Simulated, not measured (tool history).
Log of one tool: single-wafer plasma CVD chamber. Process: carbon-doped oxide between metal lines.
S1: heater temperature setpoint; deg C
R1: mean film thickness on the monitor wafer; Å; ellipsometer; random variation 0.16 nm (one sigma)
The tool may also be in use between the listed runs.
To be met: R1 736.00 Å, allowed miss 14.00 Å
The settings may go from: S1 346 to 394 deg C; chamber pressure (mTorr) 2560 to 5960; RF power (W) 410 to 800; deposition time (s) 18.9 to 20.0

run 1 day=0.000 | S1=370 chamber_pressure_(mTorr)=4260 RF_power_(W)=605 deposition_time_(s)=20.0 | R1=958.88
run 2 day=0.188 | S1=370 chamber_pressure_(mTorr)=4890 RF_power_(W)=605 deposition_time_(s)=20.0 | R1=967.84
run 3 day=0.371 | S1=364 chamber_pressure_(mTorr)=4890 RF_power_(W)=605 deposition_time_(s)=20.0 | R1=983.38
run 4 day=0.654 | S1=356 chamber_pressure_(mTorr)=4890 RF_power_(W)=605 deposition_time_(s)=20.0 | R1=1008.00
run 5 day=0.788 | S1=359 chamber_pressure_(mTorr)=4770 RF_power_(W)=575 deposition_time_(s)=19.8 | R1=943.71
run 6 day=1.133 | S1=359 chamber_pressure_(mTorr)=4310 RF_power_(W)=575 deposition_time_(s)=19.8 | R1=931.13
run 7 day=1.250 | S1=360 chamber_pressure_(mTorr)=4130 RF_power_(W)=555 deposition_time_(s)=19.8 | R1=896.75
run 8 day=1.617 | S1=361 chamber_pressure_(mTorr)=3960 RF_power_(W)=540 deposition_time_(s)=19.8 | R1=867.54

Which of these 5 next moves meets every target?
run A day=1.983 | S1=367 chamber_pressure_(mTorr)=3360 RF_power_(W)=445 deposition_time_(s)=18.9 | R1=?
run B day=1.983 | S1=362 chamber_pressure_(mTorr)=3150 RF_power_(W)=495 deposition_time_(s)=18.9 | R1=?
run C day=1.983 | S1=356 chamber_pressure_(mTorr)=3820 RF_power_(W)=590 deposition_time_(s)=20.0 | R1=?
run D day=1.983 | S1=347 chamber_pressure_(mTorr)=4180 RF_power_(W)=600 deposition_time_(s)=20.0 | R1=?
run E day=1.983 | S1=353 chamber_pressure_(mTorr)=5560 RF_power_(W)=425 deposition_time_(s)=20.0 | R1=?

move=A R1=639.60
move=B R1=743.48
move=C R1=970.66
move=D R1=1022.50
move=E R1=686.80
A: takes the result that was furthest off past its target
B: meets every target
C: further off than the last run
D: further off than the last run
E: takes the result that was furthest off past its target
Move B is the one to make.
